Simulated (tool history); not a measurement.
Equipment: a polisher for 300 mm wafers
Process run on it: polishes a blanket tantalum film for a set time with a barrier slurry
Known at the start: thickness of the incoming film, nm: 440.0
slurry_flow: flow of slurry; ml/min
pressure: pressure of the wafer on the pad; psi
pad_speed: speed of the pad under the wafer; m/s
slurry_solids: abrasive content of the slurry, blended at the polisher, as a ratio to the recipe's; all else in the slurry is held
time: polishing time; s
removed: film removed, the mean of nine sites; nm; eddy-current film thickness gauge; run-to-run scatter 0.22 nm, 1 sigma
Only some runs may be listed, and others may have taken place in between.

{"run": 1, "hour": 0.0, "slurry_flow": 165, "pressure": 1.8, "pad_speed": 0.98, "slurry_solids": 1, "time": 20, "removed": 29.296}
{"run": 2, "hour": 7.3, "slurry_flow": 165, "pressure": 1.8, "pad_speed": 0.98, "slurry_solids": 1, "time": 20, "removed": 29.461}
{"run": 3, "hour": 10.6, "slurry_flow": 185, "pressure": 1.8, "pad_speed": 0.98, "slurry_solids": 1, "time": 20, "removed": 29.394}
{"run": 4, "hour": 15.2, "slurry_flow": 185, "pressure": 1.7, "pad_speed": 0.98, "slurry_solids": 1, "time": 20, "removed": 28.575}
{"run": 5, "hour": 21.6, "slurry_flow": 185, "pressure": 1.6, "pad_speed": 0.98, "slurry_solids": 1, "time": 20, "removed": 26.374}
{"run": 6, "hour": 25.9, "slurry_flow": 185, "pressure": 1.6, "pad_speed": 0.98, "slurry_solids": 1.2, "time": 20, "removed": 27.558}

Predict the results of run 7:
{"run": 7, "hour": 34.2, "slurry_flow": 180, "pressure": 1.4, "pad_speed": 0.98, "slurry_solids": 1.2, "time": 20, "removed": "?"}

removed: 24.001 nm

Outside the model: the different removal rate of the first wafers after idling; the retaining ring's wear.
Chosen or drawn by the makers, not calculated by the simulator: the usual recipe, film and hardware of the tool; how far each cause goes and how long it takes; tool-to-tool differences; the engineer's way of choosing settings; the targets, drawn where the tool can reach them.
